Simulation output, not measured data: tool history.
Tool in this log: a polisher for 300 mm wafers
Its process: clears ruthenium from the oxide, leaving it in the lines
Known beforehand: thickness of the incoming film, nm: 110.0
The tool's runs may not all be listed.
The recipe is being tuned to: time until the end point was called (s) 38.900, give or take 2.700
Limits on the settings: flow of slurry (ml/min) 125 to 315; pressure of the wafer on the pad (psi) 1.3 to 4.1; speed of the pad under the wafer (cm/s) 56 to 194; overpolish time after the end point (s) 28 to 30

| run | hour | flow of slurry (ml/min) | pressure of the wafer on the pad (psi) | speed of the pad under the wafer (cm/s) | overpolish time after the end point (s) | time until the end point was called (s) |
|---|---|---|---|---|---|---|
| 1 | 0.0 | 205 | 2.7 | 124 | 28 | 59.618 |
| 2 | 7.7 | 205 | 2.9 | 126 | 28 | 54.440 |
| 3 | 10.6 | 255 | 2.9 | 126 | 28 | 53.915 |
| 4 | 16.3 | 255 | 2.6 | 126 | 28 | 57.589 |
| 5 | 21.5 | 255 | 2.8 | 128 | 28 | 55.205 |
| 6 | 28.1 | 255 | 3.0 | 130 | 28 | 49.529 |
| 7 | 31.3 | 255 | 3.1 | 132 | 28 | 48.207 |
| 8 | 37.7 | 255 | 3.2 | 134 | 28 | 44.252 |
| 9 | 46.7 | 255 | 3.3 | 134 | 28 | 45.229 |
| 10 | 50.8 | 255 | 3.3 | 134 | 28 | 42.589 |

Next run, 5 choices. One meets every target within its allowed miss, the rest don't. Which?
| A | 54.9 | 275 | 3.2 | 130 | 30 | ? |
| B | 54.9 | 300 | 3.7 | 110 | 28 | ? |
| C | 54.9 | 230 | 3.8 | 136 | 28 | ? |
| D | 54.9 | 245 | 3.5 | 126 | 29 | ? |
| E | 54.9 | 250 | 3.5 | 124 | 28 | ? |

| move | time until the end point was called (s) |
|---|---|
| A | 46.504 |
| B | 46.992 |
| C | 38.286 |
| D | 44.372 |
| E | 44.971 |
A: further off than the last run
B: further off than the last run
C: each result inside its tolerance
D: further off than the last run
E: further off than the last run
C meets every target.
